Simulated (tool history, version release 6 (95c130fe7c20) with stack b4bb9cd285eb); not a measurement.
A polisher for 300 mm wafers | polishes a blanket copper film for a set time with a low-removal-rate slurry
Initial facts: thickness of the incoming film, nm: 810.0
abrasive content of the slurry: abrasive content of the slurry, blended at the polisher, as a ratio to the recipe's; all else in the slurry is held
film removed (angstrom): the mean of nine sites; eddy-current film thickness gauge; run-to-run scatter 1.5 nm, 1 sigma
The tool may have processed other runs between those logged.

run,hour,flow of slurry (ml/min),pressure of the wafer on the pad (psi),speed of the pad under the wafer (m/s),abrasive content of the slurry,polishing time (s),film removed (angstrom)
1,0,180,2.2,1.2,1,103,2834.6
2,8.8,180,2.2,0.98,1,103,2382
3,16.8,170,2.1,0.98,1,103,2235.1
4,23.5,160,2,0.98,1,103,2092.7
5,25.9,160,2.4,0.98,1,103,2486.1
6,31.6,205,2.4,0.98,1,103,2598.1
7,32.4,195,2.2,0.98,1,103,2411.9

Predict the results of run 8:
8,38.8,175,2.1,0.98,1,103,?

Run 8 came out at film removed (angstrom) 2261.

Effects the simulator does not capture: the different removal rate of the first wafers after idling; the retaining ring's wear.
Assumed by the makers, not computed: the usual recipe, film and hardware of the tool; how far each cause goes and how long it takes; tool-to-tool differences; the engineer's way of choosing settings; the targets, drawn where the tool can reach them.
